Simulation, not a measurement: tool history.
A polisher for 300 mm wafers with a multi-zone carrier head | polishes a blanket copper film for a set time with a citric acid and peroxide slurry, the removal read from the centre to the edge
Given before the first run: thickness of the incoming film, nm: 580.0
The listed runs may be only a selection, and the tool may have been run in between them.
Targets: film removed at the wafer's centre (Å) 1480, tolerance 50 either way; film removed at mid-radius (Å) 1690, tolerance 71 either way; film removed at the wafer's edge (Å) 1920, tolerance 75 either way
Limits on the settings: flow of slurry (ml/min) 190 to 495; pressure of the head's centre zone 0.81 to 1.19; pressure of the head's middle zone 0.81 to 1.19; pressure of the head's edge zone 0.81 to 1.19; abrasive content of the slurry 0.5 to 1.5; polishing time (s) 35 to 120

run	hour	flow of slurry (ml/min)	pressure of the head's centre zone	pressure of the head's middle zone	pressure of the head's edge zone	abrasive content of the slurry	polishing time (s)	film removed at the wafer's centre (Å)	film removed at mid-radius (Å)	film removed at the wafer's edge (Å)
1	0	320	1	1	1	1	77	1297.2	1350.4	1377.4
2	2.8	320	1	0.92	1	1	77	1297.3	1256.8	1329.3
3	9.9	320	1	0.92	1	1.2	77	1333.7	1293.9	1378
4	16.9	320	1	0.96	1	1.2	77	1337	1358.1	1388.3
5	25.3	320	1	0.96	1	1.2	93	1627.3	1597.6	1657
6	30.2	315	0.98	0.96	1.02	1.2	93	1560.1	1618.2	1692
7	31.3	315	0.98	0.96	1.04	1.2	93	1575.9	1604.8	1705.2
8	38.9	315	0.97	0.96	1.06	1.2	93	1574.1	1576.9	1723.1
9	40.8	315	0.96	0.97	1.07	1.2	93	1545.7	1634.6	1717.3
10	44.7	305	0.95	0.96	1.08	1.2	94	1539.8	1608.3	1741.5
11	48.7	305	0.94	0.96	1.09	1.2	94	1516.4	1636.1	1765.4
12	54.2	300	0.93	0.96	1.1	1.2	94	1524.6	1638	1756.3
13	58	305	0.92	0.95	1.11	1.2	94	1461.2	1651.8	1731
14	63.2	290	0.91	0.95	1.12	1.25	95	1488	1657.9	1823.5
15	69.9	285	0.91	0.95	1.12	1.25	95	1497.5	1627	1834.2
16	71.9	280	0.89	0.97	1.13	1.3	95	1473	1663.1	1815.7

Below are 4 possible settings for the next run. Only one of them brings all results inside the allowed miss of their targets. Which is it?
A	73.9	475	0.81	0.97	1.03	1.3	95	?	?	?
B	73.9	215	0.87	0.95	1.15	1.4	100	?	?	?
C	73.9	340	0.9	1	1.15	1.35	90	?	?	?
D	73.9	330	0.92	0.97	1.1	1.25	94	?	?	?

move	film removed at the wafer's centre (Å)	film removed at mid-radius (Å)	film removed at the wafer's edge (Å)
A	1385	1711.9	1758.2
B	1453.1	1661.1	1869.8
C	1423.8	1631.7	1738.1
D	1493.7	1635.1	1747.3
A: its largest miss is bigger than the last run's
B: all results in spec
C: its largest miss is bigger than the last run's
D: its largest miss is bigger than the last run's
Answer: B
